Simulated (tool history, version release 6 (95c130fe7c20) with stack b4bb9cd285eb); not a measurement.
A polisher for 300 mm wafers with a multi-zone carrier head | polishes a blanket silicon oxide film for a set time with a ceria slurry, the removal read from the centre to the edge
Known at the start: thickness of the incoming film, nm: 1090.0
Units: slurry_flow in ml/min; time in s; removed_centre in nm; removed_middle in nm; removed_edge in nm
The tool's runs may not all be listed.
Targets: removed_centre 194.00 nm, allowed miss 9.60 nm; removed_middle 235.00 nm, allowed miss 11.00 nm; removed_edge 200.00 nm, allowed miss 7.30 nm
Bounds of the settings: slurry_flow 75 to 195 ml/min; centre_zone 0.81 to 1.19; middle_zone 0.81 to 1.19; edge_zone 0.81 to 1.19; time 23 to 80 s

{"run": 1, "hour": 0.0, "slurry_flow": 125, "centre_zone": 1.0, "middle_zone": 1.0, "edge_zone": 1.0, "time": 51, "removed_centre": 376.94, "removed_middle": 374.23, "removed_edge": 374.18}
{"run": 2, "hour": 0.7, "slurry_flow": 125, "centre_zone": 0.99, "middle_zone": 1.01, "edge_zone": 0.98, "time": 47, "removed_centre": 362.22, "removed_middle": 342.09, "removed_edge": 346.02}
{"run": 3, "hour": 6.7, "slurry_flow": 120, "centre_zone": 0.96, "middle_zone": 1.04, "edge_zone": 0.98, "time": 43, "removed_centre": 308.58, "removed_middle": 319.73, "removed_edge": 310.55}
{"run": 4, "hour": 7.3, "slurry_flow": 115, "centre_zone": 0.95, "middle_zone": 1.06, "edge_zone": 0.96, "time": 41, "removed_centre": 283.31, "removed_middle": 309.44, "removed_edge": 292.05}
{"run": 5, "hour": 11.0, "slurry_flow": 115, "centre_zone": 0.95, "middle_zone": 1.07, "edge_zone": 0.94, "time": 39, "removed_centre": 273.06, "removed_middle": 301.44, "removed_edge": 278.4}
{"run": 6, "hour": 14.5, "slurry_flow": 115, "centre_zone": 0.88, "middle_zone": 1.07, "edge_zone": 0.94, "time": 39, "removed_centre": 257.23, "removed_middle": 301.83, "removed_edge": 273.23}
{"run": 7, "hour": 22.2, "slurry_flow": 115, "centre_zone": 0.88, "middle_zone": 1.07, "edge_zone": 0.92, "time": 37, "removed_centre": 234.1, "removed_middle": 284.41, "removed_edge": 254.1}
{"run": 8, "hour": 31.0, "slurry_flow": 120, "centre_zone": 0.88, "middle_zone": 1.07, "edge_zone": 0.9, "time": 36, "removed_centre": 237.91, "removed_middle": 271.95, "removed_edge": 251.64}
{"run": 9, "hour": 32.5, "slurry_flow": 115, "centre_zone": 0.88, "middle_zone": 1.08, "edge_zone": 0.89, "time": 35, "removed_centre": 228.26, "removed_middle": 266.46, "removed_edge": 244.16}
{"run": 10, "hour": 36.4, "slurry_flow": 115, "centre_zone": 0.88, "middle_zone": 1.09, "edge_zone": 0.88, "time": 34, "removed_centre": 224.53, "removed_middle": 262.56, "removed_edge": 233.89}
{"run": 11, "hour": 43.5, "slurry_flow": 90, "centre_zone": 0.85, "middle_zone": 1.1, "edge_zone": 0.81, "time": 29, "removed_centre": 167.04, "removed_middle": 205.13, "removed_edge": 180.86}
{"run": 12, "hour": 47.3, "slurry_flow": 95, "centre_zone": 0.85, "middle_zone": 1.1, "edge_zone": 0.81, "time": 29, "removed_centre": 178.8, "removed_middle": 217.27, "removed_edge": 185.98}
{"run": 13, "hour": 56.2, "slurry_flow": 100, "centre_zone": 0.85, "middle_zone": 1.1, "edge_zone": 0.81, "time": 29, "removed_centre": 177.71, "removed_middle": 219.49, "removed_edge": 187.86}
{"run": 14, "hour": 57.7, "slurry_flow": 105, "centre_zone": 0.85, "middle_zone": 1.1, "edge_zone": 0.81, "time": 29, "removed_centre": 172.89, "removed_middle": 218.82, "removed_edge": 190.68}
{"run": 15, "hour": 65.0, "slurry_flow": 105, "centre_zone": 0.86, "middle_zone": 1.11, "edge_zone": 0.81, "time": 29, "removed_centre": 179.41, "removed_middle": 221.76, "removed_edge": 187.48}
{"run": 16, "hour": 70.1, "slurry_flow": 110, "centre_zone": 0.86, "middle_zone": 1.11, "edge_zone": 0.81, "time": 29, "removed_centre": 190.44, "removed_middle": 226.91, "removed_edge": 189.63}

Which of these 4 next moves meets every target?
{"run": "A", "hour": 75.2, "slurry_flow": 135, "centre_zone": 0.99, "middle_zone": 1.18, "edge_zone": 0.81, "time": 27, "removed_centre": "?", "removed_middle": "?", "removed_edge": "?"}
{"run": "B", "hour": 75.2, "slurry_flow": 105, "centre_zone": 0.98, "middle_zone": 0.95, "edge_zone": 0.88, "time": 32, "removed_centre": "?", "removed_middle": "?", "removed_edge": "?"}
{"run": "C", "hour": 75.2, "slurry_flow": 130, "centre_zone": 0.84, "middle_zone": 1.09, "edge_zone": 0.81, "time": 30, "removed_centre": "?", "removed_middle": "?", "removed_edge": "?"}
{"run": "D", "hour": 75.2, "slurry_flow": 105, "centre_zone": 0.92, "middle_zone": 0.99, "edge_zone": 0.81, "time": 34, "removed_centre": "?", "removed_middle": "?", "removed_edge": "?"}

move=A removed_centre=208.64 removed_middle=226.95 removed_edge=182.56
move=B removed_centre=226.91 removed_middle=211.65 removed_edge=215.10
move=C removed_centre=199.07 removed_middle=234.54 removed_edge=201.83
move=D removed_centre=228.29 removed_middle=232.39 removed_edge=220.15
A: further off than the last run
B: takes the result that was furthest off past its target
C: meets every target
D: takes the result that was furthest off past its target
The right move is C.

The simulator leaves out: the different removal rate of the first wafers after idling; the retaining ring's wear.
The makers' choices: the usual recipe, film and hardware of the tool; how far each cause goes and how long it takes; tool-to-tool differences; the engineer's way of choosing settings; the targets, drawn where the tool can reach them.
